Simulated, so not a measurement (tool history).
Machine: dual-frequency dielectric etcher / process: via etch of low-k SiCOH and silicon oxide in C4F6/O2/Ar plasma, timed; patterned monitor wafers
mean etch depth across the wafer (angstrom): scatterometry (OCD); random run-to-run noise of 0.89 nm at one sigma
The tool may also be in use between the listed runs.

run,hour,source power (kW),bias power (kW),etch time (s),mean etch depth across the wafer (angstrom)
1,0.0,0.290,0.189,94.5,2260.8
2,7.9,0.260,0.189,94.5,2201.7
3,9.9,0.260,0.189,94.5,2196.4
4,13.5,0.240,0.180,94.5,2103.7
5,14.8,0.270,0.180,94.5,2200.1
6,18.3,0.270,0.180,98.5,2265.2
7,23.3,0.250,0.171,98.0,2208.1

Run 8 is up next; what results do you expect?
8,24.0,0.240,0.161,97.5,?

mean etch depth across the wafer (angstrom): 2119.1
